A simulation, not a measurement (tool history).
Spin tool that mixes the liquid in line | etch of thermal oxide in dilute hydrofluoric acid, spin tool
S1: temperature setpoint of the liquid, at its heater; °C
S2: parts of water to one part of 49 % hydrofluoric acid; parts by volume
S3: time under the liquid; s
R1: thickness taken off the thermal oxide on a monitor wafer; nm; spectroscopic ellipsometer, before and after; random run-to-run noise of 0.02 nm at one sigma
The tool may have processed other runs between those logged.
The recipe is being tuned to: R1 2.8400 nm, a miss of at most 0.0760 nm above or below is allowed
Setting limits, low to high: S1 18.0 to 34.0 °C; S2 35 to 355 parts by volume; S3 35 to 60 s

run    day    S1   S2  S3      R1
  1  0.000  26.0  195  60  1.2990
  2  0.221  28.0  175  60  1.5980
  3  0.350  29.5  160  60  1.8700
  4  0.712  30.5  150  60  2.0859
  5  0.750  31.5  145  60  2.2454
  6  0.788  32.0  140  60  2.4051
  7  0.929  32.5  135  60  2.5229
  8  1.150  33.0  135  60  2.6073
  9  1.512  33.0  135  60  2.5554
 10  1.721  33.0  135  60  2.6097
 11  1.742  33.5  130  60  2.7545

Exercise: of the 4 proposed moves below, exactly one satisfies all targets within the stated allowed misses. Which move is it?
  A  1.762  31.5  125  60   ?
  B  1.762  31.0  125  60   ?
  C  1.762  34.0  130  60   ?
  D  1.762  33.5  135  60   ?

move      R1
   A  2.6959
   B  2.6475
   C  2.8134
   D  2.6427
A: the biggest miss grows against the last run
B: the biggest miss grows against the last run
C: every result within its allowed miss
D: the biggest miss grows against the last run
Correct choice: C, which meets every target

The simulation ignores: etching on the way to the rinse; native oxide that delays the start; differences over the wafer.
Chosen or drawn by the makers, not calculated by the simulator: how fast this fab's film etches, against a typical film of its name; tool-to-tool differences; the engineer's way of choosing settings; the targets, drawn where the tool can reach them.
